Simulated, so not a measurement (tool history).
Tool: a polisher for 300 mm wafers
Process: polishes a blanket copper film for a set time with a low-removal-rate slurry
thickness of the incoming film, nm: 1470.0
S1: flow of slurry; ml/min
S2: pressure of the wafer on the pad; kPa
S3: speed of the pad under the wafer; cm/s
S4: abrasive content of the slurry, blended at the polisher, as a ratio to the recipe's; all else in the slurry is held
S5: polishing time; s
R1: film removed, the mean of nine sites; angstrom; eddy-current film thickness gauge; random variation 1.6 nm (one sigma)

run	day	S1	S2	S3	S4	S5	R1
1	0	320	15.9	94	1	95	1929.9
2	0.171	320	15.9	94	1	95	1933.7
3	0.229	320	14.5	94	1	95	1781.9
4	0.554	320	13.8	94	1	95	1710
5	0.862	385	13.8	94	1	95	1732.9
6	1.192	455	13.8	94	1	95	1719

Run 7 comes next. What will it give?
7	1.225	455	13.1	94	1	95	?

R1: 1685.6 angstrom

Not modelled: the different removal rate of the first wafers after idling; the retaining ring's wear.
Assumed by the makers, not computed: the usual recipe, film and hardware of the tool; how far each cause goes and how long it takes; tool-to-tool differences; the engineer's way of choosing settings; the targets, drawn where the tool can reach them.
